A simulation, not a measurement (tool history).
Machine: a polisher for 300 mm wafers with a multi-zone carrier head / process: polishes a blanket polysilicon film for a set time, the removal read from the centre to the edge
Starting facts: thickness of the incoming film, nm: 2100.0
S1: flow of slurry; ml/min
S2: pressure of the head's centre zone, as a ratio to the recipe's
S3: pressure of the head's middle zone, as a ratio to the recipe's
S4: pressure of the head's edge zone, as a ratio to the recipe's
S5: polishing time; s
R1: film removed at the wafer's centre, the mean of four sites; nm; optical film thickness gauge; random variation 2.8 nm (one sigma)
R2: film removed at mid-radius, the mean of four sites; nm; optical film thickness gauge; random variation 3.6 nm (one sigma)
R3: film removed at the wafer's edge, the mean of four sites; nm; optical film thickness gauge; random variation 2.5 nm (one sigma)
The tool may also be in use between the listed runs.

run	hour	S1	S2	S3	S4	S5	R1	R2	R3
1	0.0	135	1.00	1.00	1.00	63	469.59	466.57	467.48
2	7.5	125	1.01	0.95	0.99	55	401.48	382.20	398.02
3	9.4	125	1.01	0.95	1.07	55	407.41	382.78	420.17
4	12.2	120	1.02	0.91	1.04	50	367.66	331.93	373.96
5	12.9	120	1.02	0.95	1.04	50	370.90	350.38	370.37
6	17.3	120	1.02	0.95	1.04	42	311.60	293.92	315.13
7	19.9	115	1.03	0.91	1.02	41	304.14	266.37	300.53

Run 8 is up next; what results do you expect?
8	20.6	110	1.04	0.90	1.01	41	?	?	?

R1: 296.63 nm
R2: 262.41 nm
R3: 295.12 nm
